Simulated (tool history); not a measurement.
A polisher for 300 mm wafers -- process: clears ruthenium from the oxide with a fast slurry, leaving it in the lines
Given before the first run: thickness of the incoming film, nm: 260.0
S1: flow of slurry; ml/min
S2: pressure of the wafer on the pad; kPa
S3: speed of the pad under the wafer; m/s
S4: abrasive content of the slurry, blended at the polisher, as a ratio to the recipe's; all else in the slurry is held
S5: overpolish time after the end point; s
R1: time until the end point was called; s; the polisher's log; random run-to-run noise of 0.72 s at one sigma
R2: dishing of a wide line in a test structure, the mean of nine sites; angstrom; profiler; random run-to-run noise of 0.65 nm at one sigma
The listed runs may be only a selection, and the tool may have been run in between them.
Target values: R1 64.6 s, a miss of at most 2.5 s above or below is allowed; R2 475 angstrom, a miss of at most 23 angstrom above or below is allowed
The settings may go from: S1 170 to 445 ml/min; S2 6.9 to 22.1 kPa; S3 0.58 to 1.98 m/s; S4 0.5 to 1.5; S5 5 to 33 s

run	hour	S1	S2	S3	S4	S5	R1	R2
1	0	285	14.5	1.28	1	17	72.371	515.8
2	2	285	14.5	1.28	1	16	71.237	474.74
3	7.6	285	14.5	1.28	0.9	16	78.647	450.61
4	8.5	285	14.5	1.54	0.9	16	66.734	515.32
5	13.4	285	14.5	1.72	0.9	16	59.249	570.3
6	19.2	320	14.5	1.72	0.9	16	58.303	565.21
7	21.3	320	13.8	1.72	0.9	15	61.413	527.59
# hour 25.5: head pressure recalibrated
8	25.5	320	13.1	1.72	0.9	14	67.177	449.98

Exactly one of the 5 candidate moves below puts every result within its allowed miss. Which one?
A	29.7	340	13.1	1.66	0.85	18	?	?
B	29.7	335	12.4	1.64	0.95	15	?	?
C	29.7	390	15.9	1.78	0.75	14	?	?
D	29.7	350	15.2	1.74	0.9	15	?	?
E	29.7	375	12.4	1.8	0.85	15	?	?

move	R1	R2
A	72.57	545.31
B	70.189	476.9
C	64.975	480.46
D	58.877	558.48
E	69.598	480.57
A: carries the result that was furthest off beyond its target, to the other side
B: gets the furthest-off result to its target, but another result is out of tolerance
C: hits every target within its allowed miss
D: carries the result that was furthest off beyond its target, to the other side
E: gets the furthest-off result to its target, but another result is out of tolerance
Go with C: it meets all targets.
